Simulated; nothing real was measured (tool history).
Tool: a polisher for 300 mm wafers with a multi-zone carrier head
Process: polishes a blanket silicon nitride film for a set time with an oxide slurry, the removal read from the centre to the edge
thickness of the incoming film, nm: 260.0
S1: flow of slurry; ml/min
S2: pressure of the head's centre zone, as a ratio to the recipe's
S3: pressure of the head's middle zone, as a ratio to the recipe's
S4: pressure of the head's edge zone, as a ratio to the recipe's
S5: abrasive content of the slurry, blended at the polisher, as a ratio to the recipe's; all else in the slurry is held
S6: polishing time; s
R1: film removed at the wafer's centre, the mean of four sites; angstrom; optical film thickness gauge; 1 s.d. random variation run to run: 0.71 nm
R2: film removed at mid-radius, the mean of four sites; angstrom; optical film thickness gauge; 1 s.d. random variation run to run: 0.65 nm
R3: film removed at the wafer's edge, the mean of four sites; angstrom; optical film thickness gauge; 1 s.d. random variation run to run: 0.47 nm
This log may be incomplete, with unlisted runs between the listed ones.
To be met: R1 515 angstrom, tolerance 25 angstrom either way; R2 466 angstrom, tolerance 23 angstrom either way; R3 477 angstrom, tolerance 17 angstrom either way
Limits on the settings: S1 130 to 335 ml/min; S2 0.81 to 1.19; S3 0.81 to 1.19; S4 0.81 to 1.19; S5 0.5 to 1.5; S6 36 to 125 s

run 1 hour=0 | S1=215 S2=1 S3=1 S4=1 S5=1 S6=80 | R1=645.87 R2=643.58 R3=632.12
run 2 hour=3.6 | S1=255 S2=1 S3=1 S4=1 S5=1 S6=80 | R1=663.44 R2=673.47 R3=632.02
run 3 hour=9.2 | S1=255 S2=1 S3=0.96 S4=0.98 S5=0.85 S6=79 | R1=612.21 R2=583.95 R3=587.67
run 4 hour=16.1 | S1=255 S2=1 S3=0.96 S4=0.93 S5=0.85 S6=79 | R1=618.06 R2=599.45 R3=580.1
run 5 hour=22.9 | S1=255 S2=1 S3=0.91 S4=0.93 S5=0.85 S6=79 | R1=613.82 R2=566.08 R3=570.51
run 6 hour=26.3 | S1=305 S2=1 S3=0.91 S4=0.93 S5=0.85 S6=79 | R1=617.39 R2=587.85 R3=578.73
run 7 hour=34.4 | S1=305 S2=1 S3=0.9 S4=0.91 S5=0.75 S6=78 | R1=585.13 R2=546.19 R3=540.95
run 8 hour=40.6 | S1=305 S2=0.99 S3=0.88 S4=0.9 S5=0.7 S6=78 | R1=577.7 R2=511.2 R3=525.35
run 9 hour=43.2 | S1=305 S2=0.97 S3=0.88 S4=0.88 S5=0.65 S6=78 | R1=546.43 R2=508.84 R3=512.36

Pick the move, out of 4, that brings all results within their allowed miss; only one does.
run A hour=45.8 | S1=300 S2=1.15 S3=1.12 S4=0.81 S5=0.95 S6=61 | R1=? R2=? R3=?
run B hour=45.8 | S1=280 S2=1.03 S3=0.82 S4=0.95 S5=0.6 S6=79 | R1=? R2=? R3=?
run C hour=45.8 | S1=290 S2=1.08 S3=0.95 S4=0.81 S5=0.6 S6=78 | R1=? R2=? R3=?
run D hour=45.8 | S1=290 S2=0.99 S3=0.86 S4=0.86 S5=0.6 S6=76 | R1=? R2=? R3=?

move=A R1=568.45 R2=551.79 R3=447.03
move=B R1=555.26 R2=456.2 R3=513.49
move=C R1=572.91 R2=510.55 R3=476.93
move=D R1=519.35 R2=458.14 R3=475.95
A: carries the result that was furthest off beyond its target, to the other side
B: about the same distance from the targets as the last run
C: the worst result of the last run now meets its target, but another is out of spec
D: all results land within tolerance of their targets
Correct choice: D, which meets every target
